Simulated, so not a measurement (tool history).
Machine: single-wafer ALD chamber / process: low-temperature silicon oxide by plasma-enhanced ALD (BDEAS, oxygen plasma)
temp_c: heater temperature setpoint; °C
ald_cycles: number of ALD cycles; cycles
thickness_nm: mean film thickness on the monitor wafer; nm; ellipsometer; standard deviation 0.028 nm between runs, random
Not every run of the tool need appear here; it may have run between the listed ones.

| run | day | temp_c | ald_cycles | thickness_nm |
|---|---|---|---|---|
| 1 | 0 | 95 | 56 | 7.7454 |
| 2 | 0.204 | 84 | 56 | 8.046 |
| 3 | 0.521 | 89 | 56 | 7.8944 |
| 4 | 0.683 | 84 | 56 | 7.9587 |
| 5 | 0.925 | 90 | 51 | 7.1742 |
| 6 | 1.058 | 90 | 55 | 7.7368 |
| 7 | 1.396 | 95 | 51 | 7.0234 |
| 8 | 1.467 | 100 | 49 | 6.7125 |
| 9 | 1.712 | 112 | 40 | 5.3004 |
| 10 | 1.821 | 109 | 40 | 5.3624 |
| 11 | 1.921 | 106 | 40 | 5.3841 |

Run 12 has not been measured yet. What should we expect?
| 12 | 2.146 | 97 | 42 | ? |

thickness_nm: 5.7041 nm
